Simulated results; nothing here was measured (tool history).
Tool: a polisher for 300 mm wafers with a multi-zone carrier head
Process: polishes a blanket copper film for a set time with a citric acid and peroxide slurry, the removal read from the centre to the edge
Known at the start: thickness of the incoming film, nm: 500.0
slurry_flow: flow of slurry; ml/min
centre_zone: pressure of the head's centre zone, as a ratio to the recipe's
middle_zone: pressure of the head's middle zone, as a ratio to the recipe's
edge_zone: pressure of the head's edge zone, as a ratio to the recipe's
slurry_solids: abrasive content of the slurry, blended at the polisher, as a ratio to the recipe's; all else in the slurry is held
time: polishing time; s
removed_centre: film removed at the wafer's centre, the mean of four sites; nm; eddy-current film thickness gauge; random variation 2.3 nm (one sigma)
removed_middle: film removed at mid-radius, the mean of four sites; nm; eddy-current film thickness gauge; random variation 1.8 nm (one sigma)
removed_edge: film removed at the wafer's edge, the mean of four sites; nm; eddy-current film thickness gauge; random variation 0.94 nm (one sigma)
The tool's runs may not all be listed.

{"run": 1, "day": 0.0, "slurry_flow": 170, "centre_zone": 1.0, "middle_zone": 1.0, "edge_zone": 1.0, "slurry_solids": 1.0, "time": 89, "removed_centre": 120.7, "removed_middle": 126.79, "removed_edge": 122.4}
{"run": 2, "day": 0.296, "slurry_flow": 185, "centre_zone": 1.0, "middle_zone": 1.0, "edge_zone": 1.0, "slurry_solids": 1.0, "time": 89, "removed_centre": 127.11, "removed_middle": 128.29, "removed_edge": 123.5}
{"run": 3, "day": 0.388, "slurry_flow": 185, "centre_zone": 1.0, "middle_zone": 1.0, "edge_zone": 0.91, "slurry_solids": 1.0, "time": 89, "removed_centre": 122.21, "removed_middle": 126.49, "removed_edge": 119.42}
{"run": 4, "day": 0.6, "slurry_flow": 185, "centre_zone": 1.0, "middle_zone": 1.04, "edge_zone": 0.91, "slurry_solids": 1.0, "time": 89, "removed_centre": 122.48, "removed_middle": 132.75, "removed_edge": 118.47}
{"run": 5, "day": 0.754, "slurry_flow": 185, "centre_zone": 1.0, "middle_zone": 1.04, "edge_zone": 0.87, "slurry_solids": 1.0, "time": 89, "removed_centre": 126.62, "removed_middle": 130.11, "removed_edge": 115.22}
{"run": 6, "day": 0.804, "slurry_flow": 185, "centre_zone": 1.0, "middle_zone": 1.04, "edge_zone": 0.87, "slurry_solids": 0.9, "time": 89, "removed_centre": 119.89, "removed_middle": 131.47, "removed_edge": 113.24}
{"run": 7, "day": 1.175, "slurry_flow": 190, "centre_zone": 1.01, "middle_zone": 1.04, "edge_zone": 0.9, "slurry_solids": 1.0, "time": 90, "removed_centre": 128.96, "removed_middle": 134.59, "removed_edge": 120.39}
{"run": 8, "day": 1.354, "slurry_flow": 195, "centre_zone": 1.02, "middle_zone": 1.04, "edge_zone": 0.93, "slurry_solids": 1.05, "time": 90, "removed_centre": 129.05, "removed_middle": 132.24, "removed_edge": 122.35}
{"run": 9, "day": 1.408, "slurry_flow": 200, "centre_zone": 1.03, "middle_zone": 1.05, "edge_zone": 0.94, "slurry_solids": 1.1, "time": 92, "removed_centre": 136.86, "removed_middle": 141.24, "removed_edge": 128.86}

Run 10 comes next. What will it give?
{"run": 10, "day": 1.479, "slurry_flow": 205, "centre_zone": 1.04, "middle_zone": 1.05, "edge_zone": 0.96, "slurry_solids": 1.15, "time": 92, "removed_centre": "?", "removed_middle": "?", "removed_edge": "?"}

removed_centre: 142.84 nm
removed_middle: 143.67 nm
removed_edge: 131.26 nm
